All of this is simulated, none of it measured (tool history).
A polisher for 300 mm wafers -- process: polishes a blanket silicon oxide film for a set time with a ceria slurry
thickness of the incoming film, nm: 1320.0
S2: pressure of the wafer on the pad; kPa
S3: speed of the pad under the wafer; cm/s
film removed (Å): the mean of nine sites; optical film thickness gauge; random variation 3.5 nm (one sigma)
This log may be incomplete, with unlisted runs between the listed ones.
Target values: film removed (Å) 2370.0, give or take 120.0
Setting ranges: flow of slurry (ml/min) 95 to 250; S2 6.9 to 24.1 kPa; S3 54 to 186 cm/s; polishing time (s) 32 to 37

run 1 hour=0.0 | flow_of_slurry_(ml/min)=160 S2=15.2 S3=118 polishing_time_(s)=37 | film_removed_(Å)=1177.1
run 2 hour=4.9 | flow_of_slurry_(ml/min)=160 S2=16.5 S3=120 polishing_time_(s)=37 | film_removed_(Å)=1291.6
run 3 hour=9.6 | flow_of_slurry_(ml/min)=160 S2=17.9 S3=122 polishing_time_(s)=37 | film_removed_(Å)=1418.1
run 4 hour=13.6 | flow_of_slurry_(ml/min)=160 S2=18.6 S3=124 polishing_time_(s)=37 | film_removed_(Å)=1504.8
run 5 hour=22.3 | flow_of_slurry_(ml/min)=160 S2=19.3 S3=126 polishing_time_(s)=37 | film_removed_(Å)=1538.4
run 6 hour=27.5 | flow_of_slurry_(ml/min)=160 S2=20.0 S3=130 polishing_time_(s)=37 | film_removed_(Å)=1700.4
run 7 hour=30.7 | flow_of_slurry_(ml/min)=160 S2=20.7 S3=132 polishing_time_(s)=37 | film_removed_(Å)=1739.6
run 8 hour=37.0 | flow_of_slurry_(ml/min)=160 S2=21.4 S3=134 polishing_time_(s)=37 | film_removed_(Å)=1791.0
run 9 hour=39.6 | flow_of_slurry_(ml/min)=160 S2=22.1 S3=136 polishing_time_(s)=37 | film_removed_(Å)=1915.2
run 10 hour=40.7 | flow_of_slurry_(ml/min)=160 S2=22.1 S3=138 polishing_time_(s)=37 | film_removed_(Å)=1915.7
run 11 hour=48.8 | flow_of_slurry_(ml/min)=160 S2=22.1 S3=140 polishing_time_(s)=37 | film_removed_(Å)=1976.9
run 12 hour=54.1 | flow_of_slurry_(ml/min)=160 S2=22.1 S3=142 polishing_time_(s)=37 | film_removed_(Å)=1947.6
run 13 hour=58.9 | flow_of_slurry_(ml/min)=160 S2=22.1 S3=144 polishing_time_(s)=37 | film_removed_(Å)=2018.5
run 14 hour=59.9 | flow_of_slurry_(ml/min)=160 S2=22.1 S3=146 polishing_time_(s)=37 | film_removed_(Å)=2067.3
run 15 hour=68.7 | flow_of_slurry_(ml/min)=160 S2=23.4 S3=148 polishing_time_(s)=37 | film_removed_(Å)=2155.7
run 16 hour=75.0 | flow_of_slurry_(ml/min)=160 S2=23.4 S3=150 polishing_time_(s)=37 | film_removed_(Å)=2219.7

Exactly one of the 4 candidate moves below puts every result within its allowed miss. Which one?
run A hour=81.3 | flow_of_slurry_(ml/min)=160 S2=24.1 S3=170 polishing_time_(s)=37 | film_removed_(Å)=?
run B hour=81.3 | flow_of_slurry_(ml/min)=145 S2=23.4 S3=148 polishing_time_(s)=36 | film_removed_(Å)=?
run C hour=81.3 | flow_of_slurry_(ml/min)=205 S2=24.1 S3=170 polishing_time_(s)=32 | film_removed_(Å)=?
run D hour=81.3 | flow_of_slurry_(ml/min)=240 S2=20.0 S3=178 polishing_time_(s)=33 | film_removed_(Å)=?

move=A film_removed_(Å)=2537.2
move=B film_removed_(Å)=2057.8
move=C film_removed_(Å)=2280.7
move=D film_removed_(Å)=2093.8
A: the result that was furthest off in the last run now lies on the other side of its target
B: further off than the last run
C: every result lands within tolerance
D: further off than the last run
So the answer is move C, the one that meets all the targets.
